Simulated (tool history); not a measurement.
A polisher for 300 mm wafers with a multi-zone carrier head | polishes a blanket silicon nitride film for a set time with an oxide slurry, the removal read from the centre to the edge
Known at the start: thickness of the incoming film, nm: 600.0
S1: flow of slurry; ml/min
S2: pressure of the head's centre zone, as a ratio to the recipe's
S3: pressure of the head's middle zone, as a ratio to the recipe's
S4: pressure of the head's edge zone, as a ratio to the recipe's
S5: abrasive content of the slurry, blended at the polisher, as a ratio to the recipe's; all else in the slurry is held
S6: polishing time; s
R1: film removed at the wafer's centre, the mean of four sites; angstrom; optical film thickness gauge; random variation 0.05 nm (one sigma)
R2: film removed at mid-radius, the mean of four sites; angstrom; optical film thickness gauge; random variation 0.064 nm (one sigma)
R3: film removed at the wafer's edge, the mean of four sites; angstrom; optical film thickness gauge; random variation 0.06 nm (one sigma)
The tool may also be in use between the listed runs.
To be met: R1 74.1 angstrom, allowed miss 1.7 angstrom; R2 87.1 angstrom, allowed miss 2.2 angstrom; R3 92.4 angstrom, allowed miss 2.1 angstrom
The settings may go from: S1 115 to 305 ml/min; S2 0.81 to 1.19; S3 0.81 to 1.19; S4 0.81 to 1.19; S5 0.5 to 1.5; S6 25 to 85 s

run,hour,S1,S2,S3,S4,S5,S6,R1,R2,R3
1,0,195,1,1,1,1,55,182.73,178.7,180.63
2,2.7,185,0.97,0.99,1,0.9,51,156.31,156.31,162.56
3,4,175,0.94,0.99,0.98,0.85,48,137.1,144.06,144.3
4,5.6,175,0.94,0.95,0.98,0.85,48,137.13,137.66,142.81
5,6.2,175,0.94,0.95,1.01,0.85,48,136.59,140.75,146.98
6,9.4,205,0.94,0.95,1.01,0.85,48,142.04,142.95,148.24
7,14.4,150,0.84,0.9,0.94,0.6,33,69.321,75.892,81.604
8,20.2,165,0.84,0.91,0.96,0.6,33,70.313,77.572,83.583
9,28.5,175,0.84,0.92,0.98,0.6,33,71.004,78.876,83.956
10,32.3,185,0.84,0.93,1.01,0.6,33,72.494,79.68,87.338
11,40,190,0.84,0.95,1.02,0.6,33,73.616,82.598,87.728
12,42.6,220,0.81,0.97,1.1,0.6,33,72.021,85.746,92.224

Which of these 5 next moves meets every target?
A,45.2,240,0.84,1,1.13,0.6,32,?,?,?
B,45.2,215,0.81,0.95,1.1,0.5,35,?,?,?
C,45.2,215,0.85,0.96,1.13,0.9,27,?,?,?
D,45.2,230,0.85,0.92,1.06,0.55,35,?,?,?
E,45.2,185,0.81,1,1.13,0.6,33,?,?,?

move,R1,R2,R3
A,73.538,86.408,91.275
B,69.85,81.728,89.285
C,74.027,83.202,91.355
D,77.576,84.089,92.455
E,69.985,85.693,91.407
A: meets every target
B: further off than the last run
C: brings the result that was furthest off to its target, and leaves another outside
D: takes the result that was furthest off past its target
E: further off than the last run
The right move is A.
